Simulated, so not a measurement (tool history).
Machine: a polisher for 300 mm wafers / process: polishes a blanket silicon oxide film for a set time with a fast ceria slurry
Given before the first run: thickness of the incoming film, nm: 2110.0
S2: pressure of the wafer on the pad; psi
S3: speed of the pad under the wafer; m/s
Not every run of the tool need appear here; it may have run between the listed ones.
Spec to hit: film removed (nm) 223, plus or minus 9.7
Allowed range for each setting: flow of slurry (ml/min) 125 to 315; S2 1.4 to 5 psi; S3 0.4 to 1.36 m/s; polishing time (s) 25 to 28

Run 1, day 0: flow of slurry (ml/min) 205, S2 3.2 psi, S3 0.88 m/s, polishing time (s) 28. Result: film removed (nm) 524.59.
Run 2, day 0.329: flow of slurry (ml/min) 205, S2 3.2 psi, S3 0.76 m/s, polishing time (s) 28. Result: film removed (nm) 457.5.
Run 3, day 0.583: flow of slurry (ml/min) 205, S2 2.9 psi, S3 0.74 m/s, polishing time (s) 28. Result: film removed (nm) 415.53.
Run 4, day 0.817: flow of slurry (ml/min) 205, S2 2.7 psi, S3 0.72 m/s, polishing time (s) 28. Result: film removed (nm) 379.8.
Run 5, day 1.071: flow of slurry (ml/min) 205, S2 2.5 psi, S3 0.7 m/s, polishing time (s) 28. Result: film removed (nm) 352.94.
Run 6, day 1.362: flow of slurry (ml/min) 205, S2 2.1 psi, S3 0.7 m/s, polishing time (s) 28. Result: film removed (nm) 306.63.
Run 7, day 1.433: flow of slurry (ml/min) 205, S2 2 psi, S3 0.68 m/s, polishing time (s) 28. Result: film removed (nm) 280.17.
Run 8, day 1.683: flow of slurry (ml/min) 205, S2 1.9 psi, S3 0.68 m/s, polishing time (s) 28. Result: film removed (nm) 275.24.
Run 9, day 1.812: flow of slurry (ml/min) 205, S2 1.8 psi, S3 0.68 m/s, polishing time (s) 28. Result: film removed (nm) 269.07.
Run 10, day 2.125: flow of slurry (ml/min) 205, S2 1.4 psi, S3 0.62 m/s, polishing time (s) 28. Result: film removed (nm) 205.41.
Run 11, day 2.292: flow of slurry (ml/min) 205, S2 1.4 psi, S3 0.62 m/s, polishing time (s) 28. Result: film removed (nm) 206.95.

4 candidate next runs follow, results not yet known. Just one meets every target within its allowed miss. Identify it.
Run A, day 2.458: flow of slurry (ml/min) 155, S2 1.9 psi, S3 0.62 m/s, polishing time (s) 28. Result: film removed (nm) ?.
Run B, day 2.458: flow of slurry (ml/min) 155, S2 1.4 psi, S3 0.56 m/s, polishing time (s) 28. Result: film removed (nm) ?.
Run C, day 2.458: flow of slurry (ml/min) 230, S2 1.9 psi, S3 0.58 m/s, polishing time (s) 28. Result: film removed (nm) ?.
Run D, day 2.458: flow of slurry (ml/min) 210, S2 1.4 psi, S3 0.68 m/s, polishing time (s) 27. Result: film removed (nm) ?.

move  film removed (nm)
   A              242.5
   B             179.83
   C             242.02
   D             219.54
A: moves the result that the last run missed by most past its target, out the other side
B: its largest miss is bigger than the last run's
C: moves the result that the last run missed by most past its target, out the other side
D: hits every target within its allowed miss
Move D is the one to make.
